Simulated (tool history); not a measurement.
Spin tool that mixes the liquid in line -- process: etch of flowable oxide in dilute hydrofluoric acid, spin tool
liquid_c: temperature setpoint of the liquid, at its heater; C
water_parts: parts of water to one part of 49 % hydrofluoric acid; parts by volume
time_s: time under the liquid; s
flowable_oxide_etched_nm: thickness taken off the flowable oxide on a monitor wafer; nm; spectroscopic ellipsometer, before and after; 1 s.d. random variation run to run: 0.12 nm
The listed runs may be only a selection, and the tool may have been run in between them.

run	hour	liquid_c	water_parts	time_s	flowable_oxide_etched_nm
1	0.0	25.0	140	15	4.3416
2	6.5	27.0	115	15	5.9141
3	13.3	28.5	100	15	7.3418
4	18.5	30.5	100	15	7.9663
5	23.9	30.5	100	15	7.8385
6	30.5	31.0	90	15	8.9223
7	31.1	31.5	80	15	10.4910
8	35.3	33.0	65	15	13.9100
9	40.1	32.5	65	15	13.7980

The next listed run, before its measurement:
10	44.3	32.0	65	15	?

{"run 10": {"flowable_oxide_etched_nm": 13.474}}
